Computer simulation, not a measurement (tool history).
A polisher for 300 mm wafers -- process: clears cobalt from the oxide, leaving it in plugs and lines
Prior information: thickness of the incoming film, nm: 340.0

run  hour  flow of slurry (ml/min)  pressure of the wafer on the pad (psi)  speed of the pad under the wafer (cm/s)  overpolish time after the end point (s)  time until the end point was called (s)  dishing of a wide line in a test structure (Å)
  1   0.0                      215                                     1.5                                      128                                        8                                   62.665                                          330.76
  2   5.9                      215                                     1.4                                      128                                        7                                   67.159                                          283.34
  3   7.3                      215                                     1.4                                      148                                        7                                   58.064                                          299.04
  4  12.6                      215                                     1.4                                      172                                        7                                   51.545                                          322.67
  5  16.5                      215                                     1.3                                      172                                        7                                   54.278                                          324.52
  6  24.9                      215                                     1.2                                      172                                        6                                   59.287                                          280.11

The next listed run, before its measurement:
  7  26.6                      215                                     0.8                                      170                                        3                                        ?                                               ?

Run 7 measured time until the end point was called (s) 85.871, dishing of a wide line in a test structure (Å) 103.62.
